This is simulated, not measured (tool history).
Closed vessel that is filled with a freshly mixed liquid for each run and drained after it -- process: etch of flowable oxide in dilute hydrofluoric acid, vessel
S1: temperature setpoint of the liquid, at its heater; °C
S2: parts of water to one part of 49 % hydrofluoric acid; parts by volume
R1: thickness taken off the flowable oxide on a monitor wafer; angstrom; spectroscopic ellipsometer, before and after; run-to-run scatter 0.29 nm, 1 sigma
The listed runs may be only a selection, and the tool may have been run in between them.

{"run": 1, "day": 0.0, "S1": 26.0, "S2": 85, "time in the liquid (s)": 30, "R1": 193.96}
{"run": 2, "day": 0.346, "S1": 27.0, "S2": 80, "time in the liquid (s)": 30, "R1": 217.26}
{"run": 3, "day": 0.592, "S1": 27.0, "S2": 80, "time in the liquid (s)": 30, "R1": 214.13}
{"run": 4, "day": 0.721, "S1": 27.0, "S2": 80, "time in the liquid (s)": 30, "R1": 216.66}
{"run": 5, "day": 0.808, "S1": 25.5, "S2": 80, "time in the liquid (s)": 30, "R1": 204.5}
{"day": 1.075, "done": "thermometer replaced"}
{"run": 6, "day": 1.075, "S1": 28.0, "S2": 80, "time in the liquid (s)": 30, "R1": 210.18}

What does the tool deliver on the next run?
{"run": 7, "day": 1.442, "S1": 28.0, "S2": 75, "time in the liquid (s)": 30, "R1": "?"}

Logged for run 7: R1 222.06 angstrom.
